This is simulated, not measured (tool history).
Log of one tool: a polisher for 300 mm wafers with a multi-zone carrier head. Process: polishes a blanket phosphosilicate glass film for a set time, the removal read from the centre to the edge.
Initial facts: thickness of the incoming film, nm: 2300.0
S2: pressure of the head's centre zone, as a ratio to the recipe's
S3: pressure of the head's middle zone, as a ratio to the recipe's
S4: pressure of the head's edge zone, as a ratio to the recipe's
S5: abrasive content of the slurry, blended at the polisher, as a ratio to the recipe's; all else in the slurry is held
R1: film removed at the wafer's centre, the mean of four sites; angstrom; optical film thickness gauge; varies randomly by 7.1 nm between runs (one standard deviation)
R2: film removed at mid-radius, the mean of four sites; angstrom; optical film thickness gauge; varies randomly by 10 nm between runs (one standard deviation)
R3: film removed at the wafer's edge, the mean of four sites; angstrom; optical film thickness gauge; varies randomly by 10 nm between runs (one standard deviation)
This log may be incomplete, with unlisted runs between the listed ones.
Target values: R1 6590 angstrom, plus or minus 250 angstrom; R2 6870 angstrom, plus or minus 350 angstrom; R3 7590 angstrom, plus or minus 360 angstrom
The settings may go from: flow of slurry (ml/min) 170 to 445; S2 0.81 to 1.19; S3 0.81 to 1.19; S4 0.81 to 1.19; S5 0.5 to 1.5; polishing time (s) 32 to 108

run 1 hour=0 | flow_of_slurry_(ml/min)=285 S2=1 S3=1 S4=1 S5=1 polishing_time_(s)=70 | R1=8748.1 R2=8549.5 R3=8729.6
run 2 hour=8.5 | flow_of_slurry_(ml/min)=280 S2=0.96 S3=0.97 S4=0.99 S5=0.95 polishing_time_(s)=70 | R1=8085.4 R2=8433.1 R3=8585.1
run 3 hour=12.4 | flow_of_slurry_(ml/min)=280 S2=0.96 S3=0.97 S4=0.99 S5=0.95 polishing_time_(s)=82 | R1=9706.8 R2=9989.7 R3=9767.3
run 4 hour=14 | flow_of_slurry_(ml/min)=280 S2=0.96 S3=0.97 S4=0.94 S5=0.95 polishing_time_(s)=82 | R1=9610.9 R2=10099 R3=9901.4
run 5 hour=17.4 | flow_of_slurry_(ml/min)=275 S2=0.94 S3=0.92 S4=0.95 S5=0.85 polishing_time_(s)=80 | R1=8802.2 R2=8823.4 R3=9199.6
run 6 hour=23.7 | flow_of_slurry_(ml/min)=275 S2=0.94 S3=0.92 S4=0.87 S5=0.85 polishing_time_(s)=80 | R1=8653.8 R2=8742.1 R3=8735.4
run 7 hour=25.9 | flow_of_slurry_(ml/min)=270 S2=0.91 S3=0.89 S4=0.87 S5=0.75 polishing_time_(s)=80 | R1=8249.2 R2=8224.5 R3=8686.6
run 8 hour=30.5 | flow_of_slurry_(ml/min)=270 S2=0.89 S3=0.89 S4=0.86 S5=0.7 polishing_time_(s)=79 | R1=7907.9 R2=8230.6 R3=8433.2
run 9 hour=39 | flow_of_slurry_(ml/min)=265 S2=0.87 S3=0.87 S4=0.86 S5=0.65 polishing_time_(s)=78 | R1=7522.9 R2=7643.8 R3=7907.9
run 10 hour=40.3 | flow_of_slurry_(ml/min)=260 S2=0.85 S3=0.87 S4=0.91 S5=0.6 polishing_time_(s)=77 | R1=6988.8 R2=7380.5 R3=7873.7

Which of these 4 next moves meets every target?
run A hour=41.6 | flow_of_slurry_(ml/min)=280 S2=0.91 S3=0.83 S4=0.91 S5=0.8 polishing_time_(s)=71 | R1=? R2=? R3=?
run B hour=41.6 | flow_of_slurry_(ml/min)=225 S2=0.86 S3=0.87 S4=0.97 S5=0.65 polishing_time_(s)=72 | R1=? R2=? R3=?
run C hour=41.6 | flow_of_slurry_(ml/min)=260 S2=0.81 S3=1.03 S4=0.92 S5=0.7 polishing_time_(s)=71 | R1=? R2=? R3=?
run D hour=41.6 | flow_of_slurry_(ml/min)=270 S2=0.81 S3=0.94 S4=0.89 S5=0.65 polishing_time_(s)=77 | R1=? R2=? R3=?

move=A R1=7414 R2=7123 R3=7689.2
move=B R1=6529.4 R2=6920.3 R3=7444.6
move=C R1=6307.4 R2=8157.9 R3=7383.8
move=D R1=6729.5 R2=8060.9 R3=7762.3
A: the biggest miss grows against the last run
B: all results in spec
C: pushes the last run's worst result past its target
D: puts the biggest miss on target and leaves a different result outside tolerance
Move B is the one to make.
